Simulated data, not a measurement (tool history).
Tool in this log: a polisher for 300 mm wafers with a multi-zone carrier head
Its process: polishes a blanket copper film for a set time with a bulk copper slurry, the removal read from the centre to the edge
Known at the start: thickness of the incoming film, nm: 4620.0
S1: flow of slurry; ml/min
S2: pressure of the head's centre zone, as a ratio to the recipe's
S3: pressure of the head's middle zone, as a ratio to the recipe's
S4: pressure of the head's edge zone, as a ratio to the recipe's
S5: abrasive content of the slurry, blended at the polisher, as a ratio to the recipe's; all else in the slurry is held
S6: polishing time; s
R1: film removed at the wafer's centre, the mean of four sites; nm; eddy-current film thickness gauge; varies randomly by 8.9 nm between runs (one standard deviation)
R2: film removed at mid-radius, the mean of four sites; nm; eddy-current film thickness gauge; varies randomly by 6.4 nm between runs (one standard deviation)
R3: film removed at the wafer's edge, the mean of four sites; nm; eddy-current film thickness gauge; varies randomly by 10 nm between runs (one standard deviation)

| run | hour | S1 | S2 | S3 | S4 | S5 | S6 | R1 | R2 | R3 |
|---|---|---|---|---|---|---|---|---|---|---|
| 1 | 0.0 | 160 | 1.00 | 1.00 | 1.00 | 1.00 | 79 | 583.75 | 600.61 | 627.47 |
| 2 | 6.1 | 195 | 1.00 | 1.00 | 1.00 | 1.00 | 79 | 602.72 | 611.08 | 619.85 |
| 3 | 10.4 | 190 | 1.01 | 1.02 | 1.01 | 1.05 | 79 | 592.31 | 631.19 | 617.94 |
| 4 | 17.5 | 185 | 1.02 | 1.02 | 1.01 | 1.10 | 81 | 635.23 | 647.89 | 650.05 |
|  | 18.3 | edge zone pressure recalibrated |
| 5 | 18.3 | 185 | 1.02 | 0.98 | 1.01 | 1.10 | 81 | 636.59 | 626.09 | 617.30 |
| 6 | 22.8 | 145 | 1.02 | 0.98 | 1.01 | 1.10 | 81 | 596.24 | 587.17 | 601.29 |

What will run 7 give?
| 7 | 31.5 | 145 | 1.02 | 0.98 | 1.01 | 1.10 | 81 | ? | ? | ? |

R1: 608.26 nm
R2: 589.82 nm
R3: 607.86 nm
